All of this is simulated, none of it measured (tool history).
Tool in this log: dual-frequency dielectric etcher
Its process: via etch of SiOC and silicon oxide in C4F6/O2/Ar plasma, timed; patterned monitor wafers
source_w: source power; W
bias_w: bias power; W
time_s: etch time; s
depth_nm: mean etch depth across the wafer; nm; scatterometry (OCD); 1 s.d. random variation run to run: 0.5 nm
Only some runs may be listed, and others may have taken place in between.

run,hour,source_w,bias_w,time_s,depth_nm
1,0.0,250,203,69.0,69.277
2,6.3,260,206,69.0,70.631
3,9.0,230,206,69.0,67.445
4,15.3,250,210,69.0,70.127
# hour 23.4: wet clean of the chamber
5,23.4,230,210,69.0,65.190
6,32.4,230,223,69.0,66.175
7,39.6,250,223,69.0,68.958
8,40.8,260,222,69.0,68.391
9,43.5,300,260,70.0,77.327

Estimate the outcome of run 10 from the log above:
10,47.5,300,259,70.0,?

{"run 10": {"depth_nm": 76.929}}
